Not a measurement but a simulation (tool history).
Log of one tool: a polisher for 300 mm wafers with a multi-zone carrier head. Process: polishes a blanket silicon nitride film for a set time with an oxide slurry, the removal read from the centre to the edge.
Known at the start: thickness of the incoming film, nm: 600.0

| run | day | flow of slurry (ml/min) | pressure of the head's centre zone | pressure of the head's middle zone | pressure of the head's edge zone | abrasive content of the slurry | polishing time (s) | film removed at the wafer's centre (angstrom) | film removed at mid-radius (angstrom) | film removed at the wafer's edge (angstrom) |
|---|---|---|---|---|---|---|---|---|---|---|
| 1 | 0 | 165 | 1 | 1 | 1 | 1 | 39 | 454.48 | 420.11 | 401.37 |
| 2 | 0.362 | 160 | 1 | 0.98 | 0.98 | 0.9 | 39 | 427.09 | 378.72 | 396.87 |
| 3 | 0.646 | 170 | 1.02 | 1 | 0.98 | 0.85 | 37 | 390.25 | 352.91 | 363.6 |
| 4 | 0.75 | 170 | 0.99 | 1 | 0.98 | 0.85 | 37 | 401.12 | 346 | 351.34 |
| 5 | 0.954 | 170 | 0.99 | 1 | 1.01 | 0.85 | 37 | 394.8 | 357.04 | 359.62 |
| 6 | 1.308 | 170 | 0.92 | 1 | 1.01 | 0.85 | 37 | 360.05 | 356.24 | 354.56 |
| 7 | 1.562 | 180 | 0.94 | 1.01 | 0.99 | 0.8 | 37 | 352.44 | 350.51 | 348.69 |
| 8 | 1.7 | 175 | 0.97 | 1.02 | 0.98 | 0.75 | 36 | 345.23 | 329.58 | 327.36 |
| 9 | 1.758 | 175 | 0.99 | 1.02 | 0.96 | 0.7 | 36 | 332.83 | 309.24 | 309.48 |
| 10 | 1.946 | 175 | 0.99 | 1.02 | 0.96 | 0.7 | 36 | 341.92 | 310.99 | 305.05 |
| 11 | 2.292 | 170 | 1 | 1.01 | 0.95 | 0.7 | 36 | 340.86 | 305.83 | 305.45 |

Run 12 comes next. What will it give?
| 12 | 2.446 | 170 | 1.01 | 1.01 | 0.94 | 0.7 | 36 | ? | ? | ? |

film removed at the wafer's centre (angstrom): 339.58
film removed at mid-radius (angstrom): 309.25
film removed at the wafer's edge (angstrom): 299.11
